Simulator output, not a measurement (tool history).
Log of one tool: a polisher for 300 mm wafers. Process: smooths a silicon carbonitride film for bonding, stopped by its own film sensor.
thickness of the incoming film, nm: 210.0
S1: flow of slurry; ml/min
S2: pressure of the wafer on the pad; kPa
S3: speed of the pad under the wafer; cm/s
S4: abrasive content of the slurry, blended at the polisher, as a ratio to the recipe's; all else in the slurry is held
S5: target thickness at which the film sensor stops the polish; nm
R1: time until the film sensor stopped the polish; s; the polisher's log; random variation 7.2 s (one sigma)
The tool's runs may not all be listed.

{"run": 1, "hour": 0.0, "S1": 185, "S2": 18.6, "S3": 76, "S4": 1, "S5": 154, "R1": 200.59}
{"run": 2, "hour": 7.6, "S1": 185, "S2": 18.6, "S3": 76, "S4": 1.15, "S5": 154, "R1": 184.81}
{"run": 3, "hour": 12.8, "S1": 185, "S2": 18.6, "S3": 76, "S4": 1.15, "S5": 151, "R1": 192.76}
{"run": 4, "hour": 14.2, "S1": 185, "S2": 18.6, "S3": 94, "S4": 1.15, "S5": 151, "R1": 162.06}
{"run": 5, "hour": 17.0, "S1": 185, "S2": 17.2, "S3": 88, "S4": 1.15, "S5": 151, "R1": 185.63}
{"run": 6, "hour": 20.9, "S1": 185, "S2": 17.2, "S3": 88, "S4": 1, "S5": 151, "R1": 208.87}
{"run": 7, "hour": 26.6, "S1": 185, "S2": 15.9, "S3": 86, "S4": 1, "S5": 151, "R1": 222.69}
{"run": 8, "hour": 32.0, "S1": 185, "S2": 14.5, "S3": 82, "S4": 1, "S5": 151, "R1": 251.06}
{"run": 9, "hour": 36.1, "S1": 185, "S2": 13.8, "S3": 78, "S4": 1, "S5": 151, "R1": 267}
{"run": 10, "hour": 44.4, "S1": 185, "S2": 13.1, "S3": 76, "S4": 1, "S5": 151, "R1": 302.47}
{"run": 11, "hour": 45.1, "S1": 185, "S2": 12.4, "S3": 76, "S4": 1, "S5": 151, "R1": 308.07}

Forecast run 12:
{"run": 12, "hour": 47.5, "S1": 185, "S2": 11.7, "S3": 74, "S4": 1, "S5": 151, "R1": "?"}

Run 12 gave R1 336.43 s.
